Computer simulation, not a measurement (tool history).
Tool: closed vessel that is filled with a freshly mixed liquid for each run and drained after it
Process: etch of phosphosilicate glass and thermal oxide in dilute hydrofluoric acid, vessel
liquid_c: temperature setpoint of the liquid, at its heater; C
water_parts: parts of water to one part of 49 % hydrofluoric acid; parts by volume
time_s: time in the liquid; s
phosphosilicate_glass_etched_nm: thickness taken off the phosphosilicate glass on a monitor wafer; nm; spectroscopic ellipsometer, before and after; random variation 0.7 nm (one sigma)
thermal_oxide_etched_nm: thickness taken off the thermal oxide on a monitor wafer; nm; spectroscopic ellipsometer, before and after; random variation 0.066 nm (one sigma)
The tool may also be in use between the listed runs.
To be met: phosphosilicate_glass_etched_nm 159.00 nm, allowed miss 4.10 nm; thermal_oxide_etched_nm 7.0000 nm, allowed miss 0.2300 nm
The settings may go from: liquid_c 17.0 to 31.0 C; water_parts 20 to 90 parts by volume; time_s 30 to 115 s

run,hour,liquid_c,water_parts,time_s,phosphosilicate_glass_etched_nm,thermal_oxide_etched_nm
1,0.0,23.0,50,60,119.03,5.1603
2,2.8,25.0,50,60,129.95,5.8221
3,6.2,25.5,50,60,133.06,5.8471
4,10.1,26.5,50,60,137.96,6.0604
5,16.2,26.5,60,60,113.84,5.0149
6,24.9,26.5,50,60,137.54,6.0643
7,27.4,27.5,50,60,143.51,6.3411
8,33.3,28.0,50,60,147.08,6.5008

4 next moves are on the table. One of them brings every result within its allowed miss. Which?
A,39.2,26.0,40,60,?,?
B,39.2,26.0,50,70,?,?
C,39.2,31.0,25,30,?,?
D,39.2,29.5,50,65,?,?

move,phosphosilicate_glass_etched_nm,thermal_oxide_etched_nm
A,171.64,7.4540
B,157.97,6.8602
C,171.91,7.4656
D,168.70,7.3262
A: takes the result that was furthest off past its target
B: meets every target
C: takes the result that was furthest off past its target
D: takes the result that was furthest off past its target
Answer: B
